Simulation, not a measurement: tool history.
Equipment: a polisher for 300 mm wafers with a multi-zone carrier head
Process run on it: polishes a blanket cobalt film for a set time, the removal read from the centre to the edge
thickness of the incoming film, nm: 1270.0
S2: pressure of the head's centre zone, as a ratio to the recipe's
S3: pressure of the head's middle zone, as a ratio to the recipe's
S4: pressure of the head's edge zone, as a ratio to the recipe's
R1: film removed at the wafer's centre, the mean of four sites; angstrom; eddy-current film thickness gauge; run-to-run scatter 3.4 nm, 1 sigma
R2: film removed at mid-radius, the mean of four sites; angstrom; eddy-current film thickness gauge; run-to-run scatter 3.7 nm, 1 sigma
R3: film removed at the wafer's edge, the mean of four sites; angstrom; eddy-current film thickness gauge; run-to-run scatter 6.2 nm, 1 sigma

run 1 hour=0.0 | flow_of_slurry_(ml/min)=250 S2=1.00 S3=1.00 S4=1.00 polishing_time_(s)=82 | R1=3954.4 R2=4018.5 R3=3993.8
run 2 hour=2.0 | flow_of_slurry_(ml/min)=200 S2=1.00 S3=1.00 S4=1.00 polishing_time_(s)=82 | R1=3800.3 R2=3900.5 R3=4006.0
run 3 hour=7.0 | flow_of_slurry_(ml/min)=200 S2=1.00 S3=1.00 S4=1.00 polishing_time_(s)=62 | R1=2869.3 R2=2912.3 R3=2901.0
run 4 hour=13.5 | flow_of_slurry_(ml/min)=185 S2=1.04 S3=1.00 S4=1.05 polishing_time_(s)=71 | R1=3365.6 R2=3313.0 R3=3463.8
run 5 hour=19.3 | flow_of_slurry_(ml/min)=185 S2=1.04 S3=1.00 S4=1.05 polishing_time_(s)=63 | R1=2997.3 R2=2929.4 R3=2990.9
run 6 hour=28.2 | flow_of_slurry_(ml/min)=175 S2=1.06 S3=1.00 S4=1.08 polishing_time_(s)=72 | R1=3449.2 R2=3298.5 R3=3425.5
run 7 hour=32.4 | flow_of_slurry_(ml/min)=175 S2=1.06 S3=0.98 S4=1.10 polishing_time_(s)=79 | R1=3769.1 R2=3554.7 R3=3833.5
run 8 hour=39.1 | flow_of_slurry_(ml/min)=245 S2=1.10 S3=0.99 S4=1.19 polishing_time_(s)=91 | R1=4835.3 R2=4390.0 R3=4680.0

Forecast run 9:
run 9 hour=45.7 | flow_of_slurry_(ml/min)=230 S2=1.09 S3=0.98 S4=1.19 polishing_time_(s)=92 | R1=? R2=? R3=?

{"run 9": {"R1": 4800.6, "R2": 4431.4, "R3": 4695.3}}
